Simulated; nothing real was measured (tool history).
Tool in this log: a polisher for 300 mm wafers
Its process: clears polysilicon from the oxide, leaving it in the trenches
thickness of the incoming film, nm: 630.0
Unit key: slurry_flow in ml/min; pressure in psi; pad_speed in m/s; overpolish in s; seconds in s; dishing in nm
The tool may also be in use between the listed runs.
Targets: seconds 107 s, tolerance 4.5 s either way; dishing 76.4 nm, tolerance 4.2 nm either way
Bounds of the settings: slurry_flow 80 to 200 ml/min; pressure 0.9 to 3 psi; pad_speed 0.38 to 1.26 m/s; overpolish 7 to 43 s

run 1 hour=0 | slurry_flow=130 pressure=1.9 pad_speed=0.82 overpolish=22 | seconds=79.829 dishing=74.188
run 2 hour=2.8 | slurry_flow=130 pressure=1.9 pad_speed=0.7 overpolish=22 | seconds=91.159 dishing=70.469
run 3 hour=5.1 | slurry_flow=105 pressure=1.9 pad_speed=0.7 overpolish=22 | seconds=96.58 dishing=69.366
run 4 hour=6 | slurry_flow=105 pressure=1.9 pad_speed=0.7 overpolish=28 | seconds=96.192 dishing=74.333
run 5 hour=6.5 | slurry_flow=105 pressure=1.9 pad_speed=0.7 overpolish=29 | seconds=95.672 dishing=75.208
run 6 hour=11.4 | slurry_flow=105 pressure=1.9 pad_speed=0.7 overpolish=30 | seconds=94.68 dishing=77.372
run 7 hour=19.3 | slurry_flow=100 pressure=1.8 pad_speed=0.7 overpolish=31 | seconds=102.36 dishing=74.517
run 8 hour=27.7 | slurry_flow=100 pressure=1.8 pad_speed=0.7 overpolish=32 | seconds=102.22 dishing=78.531

Of the 5 settings listed for the next run, only one would bring every result within its allowed miss of target. Which one?
run A hour=36.1 | slurry_flow=100 pressure=1.9 pad_speed=0.72 overpolish=43 | seconds=? dishing=?
run B hour=36.1 | slurry_flow=95 pressure=2 pad_speed=0.68 overpolish=31 | seconds=? dishing=?
run C hour=36.1 | slurry_flow=120 pressure=1.8 pad_speed=0.64 overpolish=32 | seconds=? dishing=?
run D hour=36.1 | slurry_flow=110 pressure=1.8 pad_speed=0.8 overpolish=22 | seconds=? dishing=?
run E hour=36.1 | slurry_flow=110 pressure=1.8 pad_speed=0.7 overpolish=32 | seconds=? dishing=?

move=A seconds=93.72 dishing=78.949
move=B seconds=95.244 dishing=74.4
move=C seconds=106.77 dishing=72.871
move=D seconds=87.502 dishing=69.082
move=E seconds=99.565 dishing=74.177
A: its largest miss is bigger than the last run's
B: its largest miss is bigger than the last run's
C: all results land within tolerance of their targets
D: its largest miss is bigger than the last run's
E: its largest miss is bigger than the last run's
So the answer is move C, the one that meets all the targets.
